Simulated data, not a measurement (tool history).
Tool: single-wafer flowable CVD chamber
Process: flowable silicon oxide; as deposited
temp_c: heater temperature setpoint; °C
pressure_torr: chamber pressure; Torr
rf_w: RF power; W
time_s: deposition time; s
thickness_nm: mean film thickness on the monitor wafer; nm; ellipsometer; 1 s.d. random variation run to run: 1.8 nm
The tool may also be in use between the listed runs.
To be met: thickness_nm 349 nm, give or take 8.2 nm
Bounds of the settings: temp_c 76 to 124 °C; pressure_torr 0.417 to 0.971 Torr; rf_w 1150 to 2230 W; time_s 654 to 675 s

run	hour	temp_c	pressure_torr	rf_w	time_s	thickness_nm
1	0	100	0.694	1690	654	292.38
2	4.5	99	0.694	1690	654	301.5
3	9.8	108	0.694	1690	654	229.51
4	11.2	108	0.605	1690	654	203.26
5	19.7	104	0.606	1690	654	227.18
6	24.1	104	0.606	1690	675	235.7
7	26.2	101	0.607	1690	675	257.06
8	30.2	99	0.608	1690	675	272.53
9	35.8	97	0.608	1690	675	290.93
10	41	96	0.608	1690	675	296.2
11	46.3	95	0.608	1690	675	305.97
12	48.7	94	0.608	1690	675	317.26
13	51	93	0.608	1690	675	323.6

Which of these 5 next moves meets every target?
A	53.3	92	0.578	1720	663	?
B	53.3	91	0.627	1600	674	?
C	53.3	99	0.653	1905	673	?
D	53.3	94	0.571	1805	654	?
E	53.3	94	0.613	1455	668	?

move	thickness_nm
A	314.03
B	344.21
C	302.21
D	294.07
E	290
A: moves away from the targets compared with the last run
B: meets every target
C: moves away from the targets compared with the last run
D: moves away from the targets compared with the last run
E: moves away from the targets compared with the last run
Move B is the one to make.

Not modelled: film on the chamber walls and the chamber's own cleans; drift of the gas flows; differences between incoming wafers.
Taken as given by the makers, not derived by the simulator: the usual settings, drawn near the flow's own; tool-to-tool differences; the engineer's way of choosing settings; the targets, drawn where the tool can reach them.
